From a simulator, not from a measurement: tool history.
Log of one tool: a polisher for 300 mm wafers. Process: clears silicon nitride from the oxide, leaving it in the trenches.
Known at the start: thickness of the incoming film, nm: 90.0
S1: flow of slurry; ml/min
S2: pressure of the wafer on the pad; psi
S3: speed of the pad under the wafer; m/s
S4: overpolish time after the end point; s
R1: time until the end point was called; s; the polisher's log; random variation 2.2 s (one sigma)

Run 1, hour 0.0: S1 285 ml/min, S2 2.5 psi, S3 0.90 m/s, S4 7 s. Result: R1 125.47 s.
Run 2, hour 4.5: S1 285 ml/min, S2 2.5 psi, S3 0.90 m/s, S4 7 s. Result: R1 124.68 s.
Run 3, hour 10.9: S1 285 ml/min, S2 2.4 psi, S3 0.88 m/s, S4 7 s. Result: R1 132.57 s.
Run 4, hour 12.7: S1 285 ml/min, S2 2.4 psi, S3 0.96 m/s, S4 7 s. Result: R1 122.10 s.
Run 5, hour 18.1: S1 285 ml/min, S2 2.3 psi, S3 0.94 m/s, S4 7 s. Result: R1 128.68 s.
Run 6, hour 22.7: S1 285 ml/min, S2 2.3 psi, S3 0.84 m/s, S4 7 s. Result: R1 146.19 s.
Run 7, hour 27.4: S1 285 ml/min, S2 2.2 psi, S3 0.84 m/s, S4 7 s. Result: R1 151.34 s.
Run 8, hour 34.3: S1 285 ml/min, S2 2.1 psi, S3 0.84 m/s, S4 7 s. Result: R1 155.81 s.
Run 9, hour 35.0: S1 285 ml/min, S2 2.0 psi, S3 0.82 m/s, S4 7 s. Result: R1 170.48 s.
Run 10, hour 42.4: S1 285 ml/min, S2 1.9 psi, S3 0.82 m/s, S4 7 s. Result: R1 177.22 s.
Run 11, hour 46.9: S1 285 ml/min, S2 1.8 psi, S3 0.82 m/s, S4 7 s. Result: R1 188.06 s.
Run 12, hour 48.5: S1 285 ml/min, S2 1.7 psi, S3 0.82 m/s, S4 7 s. Result: R1 197.60 s.

Forecast run 13:
Run 13, hour 53.2: S1 280 ml/min, S2 1.1 psi, S3 0.82 m/s, S4 7 s. Result: R1 ?.

Run 13 gave R1 296.04 s.

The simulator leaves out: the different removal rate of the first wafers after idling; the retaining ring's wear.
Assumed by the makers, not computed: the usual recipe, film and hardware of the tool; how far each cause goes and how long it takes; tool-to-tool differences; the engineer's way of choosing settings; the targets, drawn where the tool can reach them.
